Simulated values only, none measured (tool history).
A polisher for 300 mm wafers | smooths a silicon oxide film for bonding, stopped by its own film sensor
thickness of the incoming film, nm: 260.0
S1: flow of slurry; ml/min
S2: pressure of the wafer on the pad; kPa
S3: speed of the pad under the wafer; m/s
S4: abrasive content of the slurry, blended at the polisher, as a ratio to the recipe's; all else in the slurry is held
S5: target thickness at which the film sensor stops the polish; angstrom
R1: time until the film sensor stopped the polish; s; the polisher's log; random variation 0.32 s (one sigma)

Run 1, hour 0.0: S1 215 ml/min, S2 16.5 kPa, S3 0.76 m/s, S4 1.0, S5 2330 angstrom. Result: R1 36.850 s.
Run 2, hour 7.6: S1 215 ml/min, S2 16.5 kPa, S3 0.76 m/s, S4 1.1, S5 2330 angstrom. Result: R1 34.097 s.
Run 3, hour 13.0: S1 215 ml/min, S2 16.5 kPa, S3 0.64 m/s, S4 1.1, S5 2330 angstrom. Result: R1 38.874 s.
Run 4, hour 20.3: S1 215 ml/min, S2 19.3 kPa, S3 0.68 m/s, S4 1.1, S5 2330 angstrom. Result: R1 31.419 s.
At hour 25.7: head pressure recalibrated.
Run 5, hour 25.7: S1 215 ml/min, S2 21.4 kPa, S3 0.70 m/s, S4 1.1, S5 2330 angstrom. Result: R1 25.925 s.
Run 6, hour 27.4: S1 215 ml/min, S2 22.1 kPa, S3 0.70 m/s, S4 1.1, S5 2330 angstrom. Result: R1 25.450 s.
Run 7, hour 34.9: S1 215 ml/min, S2 22.8 kPa, S3 0.70 m/s, S4 1.1, S5 2330 angstrom. Result: R1 25.051 s.
Run 8, hour 43.1: S1 215 ml/min, S2 22.8 kPa, S3 0.70 m/s, S4 1.1, S5 2330 angstrom. Result: R1 24.604 s.
Run 9, hour 44.9: S1 215 ml/min, S2 23.4 kPa, S3 0.70 m/s, S4 1.1, S5 2330 angstrom. Result: R1 23.615 s.
Run 10, hour 47.8: S1 215 ml/min, S2 24.1 kPa, S3 0.70 m/s, S4 1.1, S5 2330 angstrom. Result: R1 22.957 s.

The next listed run, before its measurement:
Run 11, hour 53.5: S1 215 ml/min, S2 24.8 kPa, S3 0.70 m/s, S4 1.1, S5 2330 angstrom. Result: R1 ?.

{"run 11": {"R1": 22.082}}
